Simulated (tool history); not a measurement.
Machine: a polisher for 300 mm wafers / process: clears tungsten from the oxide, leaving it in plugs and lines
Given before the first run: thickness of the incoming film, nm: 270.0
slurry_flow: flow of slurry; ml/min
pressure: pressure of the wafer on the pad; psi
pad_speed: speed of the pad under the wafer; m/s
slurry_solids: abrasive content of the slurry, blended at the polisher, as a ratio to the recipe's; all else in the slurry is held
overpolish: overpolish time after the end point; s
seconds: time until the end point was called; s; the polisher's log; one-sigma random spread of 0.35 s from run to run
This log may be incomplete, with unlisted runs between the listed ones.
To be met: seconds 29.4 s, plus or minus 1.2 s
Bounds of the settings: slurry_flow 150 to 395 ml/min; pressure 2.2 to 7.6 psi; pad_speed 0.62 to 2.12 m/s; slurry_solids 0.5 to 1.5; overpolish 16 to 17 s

run  hour  slurry_flow  pressure  pad_speed  slurry_solids  overpolish  seconds
  1     0          250       4.9       1.36              1          16   41.083
  2   6.8          310       4.9       1.36              1          16   41.089
  3  14.1          375       4.9       1.36              1          16   40.109
  4  19.3          375       5.2       1.36              1          16   37.777
  5  20.6          375       6.3       1.36              1          16   31.179
  6  25.1          375       6.3       1.36           0.85          16    32.66
  7  33.6          375       6.4       1.36           0.85          16   32.533
  8  34.7          375       6.5       1.36           0.85          16   30.977
  9    36          375       6.7       1.36           0.85          16   30.647

Below are 4 possible settings for the next run. Only one of them brings all results inside the allowed miss of their targets. Which is it?
  A  37.3          395       6.2       1.42            0.8          16        ?
  B  37.3          365       6.9       1.36            0.9          17        ?
  C  37.3          330       5.8       1.52           0.75          16        ?
  D  37.3          335       6.6       1.32           0.85          17        ?

move  seconds
   A   31.819
   B   29.073
   C   32.838
   D   31.979
A: moves away from the targets compared with the last run
B: every result within its allowed miss
C: moves away from the targets compared with the last run
D: moves away from the targets compared with the last run
The move that meets every target is B.
